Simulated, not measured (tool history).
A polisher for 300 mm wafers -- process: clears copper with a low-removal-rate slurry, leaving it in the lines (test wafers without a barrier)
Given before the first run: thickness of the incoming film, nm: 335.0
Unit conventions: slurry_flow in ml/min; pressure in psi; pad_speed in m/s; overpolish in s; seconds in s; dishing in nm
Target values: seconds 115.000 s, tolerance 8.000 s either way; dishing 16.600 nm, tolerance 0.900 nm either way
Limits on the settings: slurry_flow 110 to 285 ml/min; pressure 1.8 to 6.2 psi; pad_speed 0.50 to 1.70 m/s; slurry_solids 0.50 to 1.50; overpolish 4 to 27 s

run,hour,slurry_flow,pressure,pad_speed,slurry_solids,overpolish,seconds,dishing
1,0.0,180,4.0,1.10,1.00,14,79.335,43.064
2,5.0,180,4.0,1.10,1.00,11,76.903,34.388
3,13.4,140,4.0,1.10,1.00,11,79.354,34.728
4,22.0,140,4.0,1.10,1.00,15,79.970,43.273
5,26.4,140,3.7,1.02,1.00,11,91.036,30.360
6,33.0,140,3.7,0.84,1.00,11,110.000,27.414
7,38.5,140,3.5,0.86,1.00,9,109.200,21.653
8,43.0,140,3.3,0.88,1.00,8,115.970,18.582
9,44.6,140,3.3,0.90,1.00,8,116.220,18.217
10,47.0,140,3.3,0.90,1.00,8,114.120,18.963
11,52.9,140,3.2,0.92,1.00,8,118.360,18.659
12,57.9,145,3.3,0.92,1.00,5,113.820,12.655
13,64.1,145,3.4,0.90,1.00,6,112.460,14.884

Exactly one of the 4 candidate moves below puts every result within its allowed miss. Which one?
A,70.3,110,3.2,0.96,1.10,7,?,?
B,70.3,130,4.1,0.88,0.70,6,?,?
C,70.3,195,3.2,0.84,1.10,8,?,?
D,70.3,115,2.9,1.26,1.25,7,?,?

move,seconds,dishing
A,117.380,16.578
B,101.510,16.501
C,119.740,18.421
D,101.360,18.955
A: meets every target
B: gets the furthest-off result to its target, but another result is out of tolerance
C: the result that was furthest off in the last run now lies on the other side of its target
D: the result that was furthest off in the last run now lies on the other side of its target
The move that meets every target is A.
